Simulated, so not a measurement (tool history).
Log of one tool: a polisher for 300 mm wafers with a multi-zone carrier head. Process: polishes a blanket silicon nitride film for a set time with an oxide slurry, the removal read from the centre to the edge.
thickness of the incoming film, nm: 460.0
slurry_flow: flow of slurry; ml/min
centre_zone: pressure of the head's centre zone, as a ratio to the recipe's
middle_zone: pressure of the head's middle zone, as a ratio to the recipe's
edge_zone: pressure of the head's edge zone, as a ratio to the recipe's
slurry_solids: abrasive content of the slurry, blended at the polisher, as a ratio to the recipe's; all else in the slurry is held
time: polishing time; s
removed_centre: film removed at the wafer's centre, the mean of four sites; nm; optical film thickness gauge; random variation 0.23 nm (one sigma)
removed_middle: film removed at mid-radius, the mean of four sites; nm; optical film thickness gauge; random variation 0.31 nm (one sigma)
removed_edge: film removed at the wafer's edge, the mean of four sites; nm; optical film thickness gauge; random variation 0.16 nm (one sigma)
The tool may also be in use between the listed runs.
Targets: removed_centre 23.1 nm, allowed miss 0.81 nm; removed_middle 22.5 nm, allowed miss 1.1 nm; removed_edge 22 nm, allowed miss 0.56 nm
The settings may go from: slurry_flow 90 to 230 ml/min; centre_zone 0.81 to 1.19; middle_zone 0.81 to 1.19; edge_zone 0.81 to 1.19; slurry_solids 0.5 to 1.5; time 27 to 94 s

run,hour,slurry_flow,centre_zone,middle_zone,edge_zone,slurry_solids,time,removed_centre,removed_middle,removed_edge
1,0,150,1,1,1,1,60,33.306,33.171,33.049
2,7.3,150,1.05,1,1,1,60,34.599,32.754,32.988
3,14.5,145,1.04,0.99,0.98,0.9,59,32.361,31.139,31.253
4,16.4,165,1.04,0.99,0.98,0.9,59,34.07,32.32,32.089
5,25.2,160,1.04,0.99,0.96,0.85,57,31.437,29.953,29.944
6,27.3,160,1.04,0.99,0.9,0.85,57,31.548,29.951,28.816
7,31.2,155,1.04,0.98,0.89,0.8,56,30.353,28.837,27.834
8,34.5,150,1.04,0.97,0.88,0.75,55,29.461,27.876,27.109
9,37.3,150,1.04,0.97,0.87,0.7,54,27.782,26.877,25.813
10,44.2,115,1.02,0.91,0.81,0.5,53,23.714,21.383,21.64

5 next moves are on the table. One of them brings every result within its allowed miss. Which?
A,51.1,95,1.09,0.85,0.83,0.55,54,?,?,?
B,51.1,90,1.03,0.84,0.84,0.55,56,?,?,?
C,51.1,120,1.03,0.93,0.81,0.5,50,?,?,?
D,51.1,95,1.01,0.96,0.81,0.6,54,?,?,?
E,51.1,120,1.08,0.94,0.81,0.5,51,?,?,?

move,removed_centre,removed_middle,removed_edge
A,23.71,19.751,21.628
B,22.725,19.889,22.243
C,22.107,20.689,20.35
D,22.507,22.275,21.85
E,23.616,21.282,20.754
A: further off than the last run
B: further off than the last run
C: further off than the last run
D: meets every target
E: further off than the last run
The right move is D.

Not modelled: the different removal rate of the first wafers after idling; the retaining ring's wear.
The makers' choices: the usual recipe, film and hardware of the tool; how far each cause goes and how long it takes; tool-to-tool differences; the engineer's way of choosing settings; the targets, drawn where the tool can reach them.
